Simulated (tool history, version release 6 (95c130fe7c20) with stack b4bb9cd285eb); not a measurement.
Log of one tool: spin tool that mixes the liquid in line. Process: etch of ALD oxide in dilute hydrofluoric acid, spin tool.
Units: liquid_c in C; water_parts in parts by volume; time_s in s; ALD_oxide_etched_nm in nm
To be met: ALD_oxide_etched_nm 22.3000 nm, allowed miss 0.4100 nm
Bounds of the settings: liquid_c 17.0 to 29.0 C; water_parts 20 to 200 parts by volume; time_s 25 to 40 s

Run 1, hour 0.0: liquid_c 21.0 C, water_parts 110 parts by volume, time_s 40 s. Result: ALD_oxide_etched_nm 9.9966 nm.
Run 2, hour 3.8: liquid_c 21.0 C, water_parts 90 parts by volume, time_s 40 s. Result: ALD_oxide_etched_nm 12.4920 nm.
Run 3, hour 7.4: liquid_c 23.0 C, water_parts 85 parts by volume, time_s 40 s. Result: ALD_oxide_etched_nm 14.4160 nm.
Run 4, hour 14.9: liquid_c 24.5 C, water_parts 80 parts by volume, time_s 40 s. Result: ALD_oxide_etched_nm 16.5220 nm.
Run 5, hour 17.8: liquid_c 25.5 C, water_parts 80 parts by volume, time_s 40 s. Result: ALD_oxide_etched_nm 17.1990 nm.
Run 6, hour 21.9: liquid_c 25.5 C, water_parts 80 parts by volume, time_s 40 s. Result: ALD_oxide_etched_nm 17.0930 nm.
Run 7, hour 26.9: liquid_c 26.5 C, water_parts 75 parts by volume, time_s 40 s. Result: ALD_oxide_etched_nm 19.0470 nm.
Run 8, hour 31.1: liquid_c 27.0 C, water_parts 75 parts by volume, time_s 40 s. Result: ALD_oxide_etched_nm 19.5500 nm.
Run 9, hour 32.8: liquid_c 27.5 C, water_parts 75 parts by volume, time_s 40 s. Result: ALD_oxide_etched_nm 19.9450 nm.
Run 10, hour 40.8: liquid_c 28.0 C, water_parts 75 parts by volume, time_s 40 s. Result: ALD_oxide_etched_nm 20.2630 nm.

Which of these 4 next moves meets every target?
Run A, hour 48.8: liquid_c 27.5 C, water_parts 70 parts by volume, time_s 40 s. Result: ALD_oxide_etched_nm ?.
Run B, hour 48.8: liquid_c 25.5 C, water_parts 60 parts by volume, time_s 40 s. Result: ALD_oxide_etched_nm ?.
Run C, hour 48.8: liquid_c 28.5 C, water_parts 70 parts by volume, time_s 40 s. Result: ALD_oxide_etched_nm ?.
Run D, hour 48.8: liquid_c 20.5 C, water_parts 55 parts by volume, time_s 40 s. Result: ALD_oxide_etched_nm ?.

move  ALD_oxide_etched_nm
   A              21.4050
   B              23.3800
   C              22.2600
   D              20.8860
A: nearer than the last run, and not there yet
B: takes the result that was furthest off past its target
C: meets every target
D: nearer than the last run, and not there yet
Move C is the one to make.
